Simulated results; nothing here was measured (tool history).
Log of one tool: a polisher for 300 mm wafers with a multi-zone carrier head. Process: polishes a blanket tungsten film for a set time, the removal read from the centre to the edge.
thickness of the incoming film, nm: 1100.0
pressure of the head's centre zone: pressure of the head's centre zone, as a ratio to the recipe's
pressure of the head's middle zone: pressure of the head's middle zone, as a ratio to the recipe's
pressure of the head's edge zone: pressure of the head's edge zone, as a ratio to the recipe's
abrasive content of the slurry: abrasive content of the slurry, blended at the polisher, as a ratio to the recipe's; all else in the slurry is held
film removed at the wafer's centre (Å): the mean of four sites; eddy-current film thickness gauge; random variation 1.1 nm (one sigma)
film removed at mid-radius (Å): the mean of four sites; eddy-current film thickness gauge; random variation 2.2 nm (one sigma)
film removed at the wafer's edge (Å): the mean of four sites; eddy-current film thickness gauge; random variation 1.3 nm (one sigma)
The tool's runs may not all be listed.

| run | day | flow of slurry (ml/min) | pressure of the head's centre zone | pressure of the head's middle zone | pressure of the head's edge zone | abrasive content of the slurry | polishing time (s) | film removed at the wafer's centre (Å) | film removed at mid-radius (Å) | film removed at the wafer's edge (Å) |
|---|---|---|---|---|---|---|---|---|---|---|
| 1 | 0 | 245 | 1 | 1 | 1 | 1 | 32 | 1842.9 | 1780.7 | 1831.1 |
| 2 | 0.375 | 245 | 1 | 1 | 1 | 1 | 38 | 2240.4 | 2137.5 | 2269.9 |
| 3 | 0.446 | 235 | 0.95 | 1.01 | 0.98 | 0.85 | 36 | 1885.9 | 1967.2 | 1999.8 |
| 4 | 0.583 | 235 | 0.95 | 1.01 | 0.98 | 0.65 | 36 | 1840.6 | 1852.5 | 1924.3 |
| 5 | 0.775 | 235 | 0.95 | 0.95 | 0.98 | 0.65 | 36 | 1828.9 | 1790.4 | 1929.6 |
| 6 | 0.967 | 220 | 0.91 | 0.97 | 0.96 | 0.6 | 35 | 1650.1 | 1750.8 | 1806.4 |
| 7 | 1.154 | 210 | 0.88 | 0.96 | 0.94 | 0.55 | 34 | 1548.1 | 1611.6 | 1714.5 |
| 8 | 1.196 | 205 | 0.86 | 1 | 0.94 | 0.55 | 33 | 1459.7 | 1613.2 | 1655.9 |

The next listed run, before its measurement:
| 9 | 1.379 | 195 | 0.85 | 1.03 | 0.94 | 0.55 | 32 | ? | ? | ? |

{"run 9": {"film removed at the wafer's centre (Å)": 1346.9, "film removed at mid-radius (Å)": 1578.8, "film removed at the wafer's edge (Å)": 1608.2}}
